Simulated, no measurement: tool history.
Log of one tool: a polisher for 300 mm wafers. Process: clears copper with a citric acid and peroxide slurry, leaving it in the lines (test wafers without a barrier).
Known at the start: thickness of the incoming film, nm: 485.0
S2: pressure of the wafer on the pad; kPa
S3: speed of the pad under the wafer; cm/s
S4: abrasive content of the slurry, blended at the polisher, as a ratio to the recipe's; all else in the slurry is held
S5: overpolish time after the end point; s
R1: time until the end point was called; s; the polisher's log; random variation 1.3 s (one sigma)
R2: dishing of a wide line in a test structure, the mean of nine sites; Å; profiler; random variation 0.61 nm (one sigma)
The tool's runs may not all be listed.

{"run": 1, "hour": 0.0, "flow of slurry (ml/min)": 165, "S2": 24.1, "S3": 116, "S4": 1.0, "S5": 19, "R1": 150.68, "R2": 386.01}
{"run": 2, "hour": 5.0, "flow of slurry (ml/min)": 170, "S2": 27.6, "S3": 118, "S4": 1.0, "S5": 17, "R1": 134.01, "R2": 403.32}
{"run": 3, "hour": 7.2, "flow of slurry (ml/min)": 170, "S2": 30.3, "S3": 122, "S4": 1.0, "S5": 15, "R1": 112.53, "R2": 404.96}
{"run": 4, "hour": 8.3, "flow of slurry (ml/min)": 170, "S2": 24.8, "S3": 122, "S4": 1.0, "S5": 15, "R1": 139.21, "R2": 348.21}
{"run": 5, "hour": 16.5, "flow of slurry (ml/min)": 170, "S2": 28.3, "S3": 124, "S4": 1.0, "S5": 14, "R1": 119.37, "R2": 363.16}
{"run": 6, "hour": 22.8, "flow of slurry (ml/min)": 170, "S2": 30.3, "S3": 124, "S4": 1.0, "S5": 14, "R1": 115.34, "R2": 387.47}

Forecast run 7:
{"run": 7, "hour": 27.8, "flow of slurry (ml/min)": 175, "S2": 32.4, "S3": 126, "S4": 1.0, "S5": 13, "R1": "?", "R2": "?"}

R1: 109.77 s
R2: 392.01 Å
